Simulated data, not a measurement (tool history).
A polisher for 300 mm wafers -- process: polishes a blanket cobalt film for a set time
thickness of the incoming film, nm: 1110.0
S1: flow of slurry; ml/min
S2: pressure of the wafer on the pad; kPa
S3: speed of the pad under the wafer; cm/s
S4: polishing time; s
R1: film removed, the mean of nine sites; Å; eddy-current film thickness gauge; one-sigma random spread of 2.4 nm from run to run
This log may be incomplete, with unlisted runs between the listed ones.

run 1 day=0 | S1=160 S2=16.5 S3=126 S4=38 | R1=2594.3
run 2 day=0.233 | S1=175 S2=16.5 S3=126 S4=38 | R1=2665.3
run 3 day=0.446 | S1=175 S2=16.5 S3=126 S4=38 | R1=2636.8
run 4 day=0.7 | S1=175 S2=13.1 S3=126 S4=38 | R1=2112
run 5 day=0.933 | S1=175 S2=11 S3=126 S4=38 | R1=1786.1
run 6 day=1.229 | S1=190 S2=13.8 S3=126 S4=38 | R1=2214.7
run 7 day=1.496 | S1=195 S2=15.9 S3=126 S4=38 | R1=2552.5

Estimate the outcome of run 8 from the log above:
run 8 day=1.829 | S1=200 S2=17.9 S3=126 S4=38 | R1=?

R1: 2924.3 Å
